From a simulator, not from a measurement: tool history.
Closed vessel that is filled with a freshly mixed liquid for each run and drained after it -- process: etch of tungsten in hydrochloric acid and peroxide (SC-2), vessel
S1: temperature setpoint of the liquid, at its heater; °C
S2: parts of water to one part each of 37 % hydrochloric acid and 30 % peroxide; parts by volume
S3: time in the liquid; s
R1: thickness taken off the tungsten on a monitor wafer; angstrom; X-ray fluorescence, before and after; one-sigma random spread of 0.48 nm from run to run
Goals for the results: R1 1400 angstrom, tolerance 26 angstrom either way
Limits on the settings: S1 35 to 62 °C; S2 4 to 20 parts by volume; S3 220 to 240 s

run	hour	S1	S2	S3	R1
1	0	46	11	220	500.26
2	5.2	46	11	240	543.95
3	7.8	46	14.5	240	427.9
4	10.3	50	14	240	579.44
5	12.6	53	13.5	240	728.91
6	15.2	49.5	13.5	240	582.25
7	19.6	52.5	13.5	240	709.82
8	25.7	52.5	13.5	240	712.36
9	28	55	13.5	240	828.78
10	31.9	57	13	240	970.32
11	39.7	58.5	13	240	1082.7
12	47.5	62	13	240	1346.1

Next run, 4 choices. One meets every target within its allowed miss, the rest don't. Which?
A	55.3	60	10.5	225	?
B	55.3	62	13.5	230	?
C	55.3	60.5	12.5	240	?
D	55.3	61	11.5	240	?

move	R1
A	1323.1
B	1232.5
C	1253.1
D	1389.7
A: its largest miss is bigger than the last run's
B: its largest miss is bigger than the last run's
C: its largest miss is bigger than the last run's
D: each result inside its tolerance
So the answer is move D, the one that meets all the targets.
